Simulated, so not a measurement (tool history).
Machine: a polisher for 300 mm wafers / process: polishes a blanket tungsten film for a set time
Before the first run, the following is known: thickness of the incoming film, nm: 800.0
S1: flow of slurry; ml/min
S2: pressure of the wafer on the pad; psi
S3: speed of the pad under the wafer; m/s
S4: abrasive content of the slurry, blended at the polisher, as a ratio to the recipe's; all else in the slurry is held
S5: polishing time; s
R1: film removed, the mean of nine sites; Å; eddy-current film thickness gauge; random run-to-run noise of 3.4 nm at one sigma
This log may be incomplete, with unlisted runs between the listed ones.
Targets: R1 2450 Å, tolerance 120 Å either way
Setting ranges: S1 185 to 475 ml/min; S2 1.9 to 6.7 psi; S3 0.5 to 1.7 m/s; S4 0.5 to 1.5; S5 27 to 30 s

run	hour	S1	S2	S3	S4	S5	R1
1	0	305	4.3	1.1	1	30	1808.2
2	6	305	4.3	0.9	1	30	1481.2
3	11.7	305	4.3	0.64	1	30	1066.1
4	18.3	370	4.3	0.64	1	30	1074.2
5	22.1	370	4.7	0.68	1	30	1270.1
6	23.7	370	4.7	0.68	1	27	1130.4
7	31.3	370	5	0.74	1	27	1279.5
8	33.5	370	5.3	0.8	1	27	1482.5
9	36.4	370	5.5	0.84	1	27	1641.9
10	43.3	370	5.7	0.86	1	27	1693.4
11	45.3	370	5.7	0.86	1	27	1701.6
12	53.2	370	5.9	0.88	1	27	1809
13	56.6	370	5.9	0.88	1	27	1837
14	60.3	370	6	0.9	1	27	1887.2
15	61.6	370	6.1	0.92	1	27	1967.1
16	64.3	370	6.2	0.94	1	27	1974.3
17	71.2	370	6.3	0.96	1	27	2127.7
18	78.3	370	6.4	0.98	1	27	2168.2

Which of these 5 next moves meets every target?
A	85.4	360	6.7	0.86	0.95	30	?
B	85.4	205	6.7	1.18	0.85	30	?
C	85.4	390	6	0.86	1.05	27	?
D	85.4	350	6.1	0.92	1	28	?
E	85.4	335	6.7	0.96	0.95	30	?

move	R1
A	2178
B	2674.9
C	1828.2
D	2007.2
E	2407.1
A: no better and no worse than the last run
B: takes the result that was furthest off past its target
C: the biggest miss grows against the last run
D: the biggest miss grows against the last run
E: every result within its allowed miss
The right move is E.

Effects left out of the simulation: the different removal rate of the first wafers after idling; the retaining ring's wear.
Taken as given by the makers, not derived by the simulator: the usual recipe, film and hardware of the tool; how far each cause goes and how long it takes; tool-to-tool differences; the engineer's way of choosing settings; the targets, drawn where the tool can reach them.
